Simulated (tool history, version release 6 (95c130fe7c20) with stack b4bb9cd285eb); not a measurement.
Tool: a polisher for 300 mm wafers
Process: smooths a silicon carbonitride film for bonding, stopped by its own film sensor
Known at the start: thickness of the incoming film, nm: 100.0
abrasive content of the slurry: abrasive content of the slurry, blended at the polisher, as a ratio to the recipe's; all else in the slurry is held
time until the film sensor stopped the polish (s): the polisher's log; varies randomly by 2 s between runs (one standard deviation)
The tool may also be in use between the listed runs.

| run | day | flow of slurry (ml/min) | pressure of the wafer on the pad (kPa) | speed of the pad under the wafer (m/s) | abrasive content of the slurry | target thickness at which the film sensor stops the polish (nm) | time until the film sensor stopped the polish (s) |
|---|---|---|---|---|---|---|---|
| 1 | 0.000 | 270 | 13.1 | 0.96 | 1.0 | 79 | 76.599 |
| 2 | 0.225 | 270 | 13.1 | 0.96 | 1.0 | 78 | 80.308 |
| 3 | 0.496 | 205 | 13.1 | 0.96 | 1.0 | 78 | 84.860 |
| 4 | 0.821 | 205 | 13.1 | 0.96 | 1.1 | 78 | 81.188 |
| 5 | 1.046 | 205 | 13.1 | 1.12 | 1.1 | 78 | 72.515 |
| 6 | 1.325 | 200 | 11.0 | 1.04 | 1.1 | 78 | 91.917 |

For run 7, what comes out?
| 7 | 1.496 | 200 | 9.7 | 1.00 | 1.1 | 78 | ? |

time until the film sensor stopped the polish (s): 106.620
